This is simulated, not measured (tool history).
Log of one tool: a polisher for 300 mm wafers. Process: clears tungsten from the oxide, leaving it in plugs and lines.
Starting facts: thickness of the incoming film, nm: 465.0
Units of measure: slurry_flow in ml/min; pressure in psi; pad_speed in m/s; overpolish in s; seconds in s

run  hour  slurry_flow  pressure  pad_speed  slurry_solids  overpolish  seconds
  1   0.0          205       3.9       0.94            1.0          15   149.17
  2   5.8          205       3.9       0.94            1.0          12   141.44
  3  13.7          205       3.8       0.94            1.0          12   145.17
  4  20.7          205       3.7       0.94            1.0          12   152.16
     22.5  -- slurry tank refilled with fresh slurry and peroxide
  5  22.5          205       3.1       0.94            1.0          12   146.25
  6  24.5          180       3.1       0.94            1.0          12   151.86
  7  30.6          180       3.1       0.92            1.0          12   152.25
  8  38.9          180       3.1       0.90            1.0          12   155.91
  9  44.4          180       3.1       0.90            1.0          12   155.98

Forecast run 10:
 10  51.4          180       2.5       0.88            1.0          12        ?

seconds: 196.77 s
